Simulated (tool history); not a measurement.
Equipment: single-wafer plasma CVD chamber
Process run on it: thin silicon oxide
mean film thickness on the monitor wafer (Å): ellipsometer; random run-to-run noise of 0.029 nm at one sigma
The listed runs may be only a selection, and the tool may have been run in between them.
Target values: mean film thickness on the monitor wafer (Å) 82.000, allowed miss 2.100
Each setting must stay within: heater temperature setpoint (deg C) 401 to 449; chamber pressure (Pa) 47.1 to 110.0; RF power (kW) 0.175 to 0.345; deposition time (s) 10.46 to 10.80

run  hour  heater temperature setpoint (deg C)  chamber pressure (Pa)  RF power (kW)  deposition time (s)  mean film thickness on the monitor wafer (Å)
  1   0.0                                  425                   78.5          0.260                10.46                                       121.690
  2   7.1                                  425                   73.6          0.260                10.46                                       114.310
  3  11.0                                  425                   73.6          0.260                10.80                                       117.980
  4  13.1                                  425                   73.6          0.260                10.46                                       114.290
  5  20.8                                  425                   73.6          0.260                10.46                                       114.420
  6  25.1                                  425                   69.2          0.260                10.46                                       107.390
  7  27.5                                  425                   65.7          0.260                10.46                                       102.360
  8  33.7                                  425                   62.9          0.260                10.46                                        97.848
  9  34.7                                  425                   60.8          0.260                10.46                                        94.189
 10  36.1                                  425                   59.2          0.260                10.46                                        92.356
 11  39.5                                  425                   57.7          0.260                10.46                                        89.518
 12  47.6                                  425                   56.8          0.260                10.46                                        88.423
 13  49.3                                  425                   50.5          0.260                10.46                                        78.057
 14  56.5                                  425                   50.5          0.260                10.46                                        78.144
 15  58.0                                  425                   51.1          0.260                10.46                                        79.246
 16  64.8                                  425                   51.5          0.260                10.46                                        79.614

Which one of the following 5 next-run settings gets every result inside its allowed miss? There is exactly one.
  A  71.6                                  412                   48.9          0.265                10.46                                             ?
  B  71.6                                  425                   51.3          0.235                10.46                                             ?
  C  71.6                                  432                   49.1          0.240                10.80                                             ?
  D  71.6                                  425                   52.3          0.265                10.51                                             ?
  E  71.6                                  419                   51.3          0.235                10.67                                             ?

move  mean film thickness on the monitor wafer (Å)
   A                                        77.042
   B                                        75.830
   C                                        75.251
   D                                        82.170
   E                                        77.614
A: the biggest miss grows against the last run
B: the biggest miss grows against the last run
C: the biggest miss grows against the last run
D: hits every target within its allowed miss
E: the biggest miss grows against the last run
Go with D: it meets all targets.

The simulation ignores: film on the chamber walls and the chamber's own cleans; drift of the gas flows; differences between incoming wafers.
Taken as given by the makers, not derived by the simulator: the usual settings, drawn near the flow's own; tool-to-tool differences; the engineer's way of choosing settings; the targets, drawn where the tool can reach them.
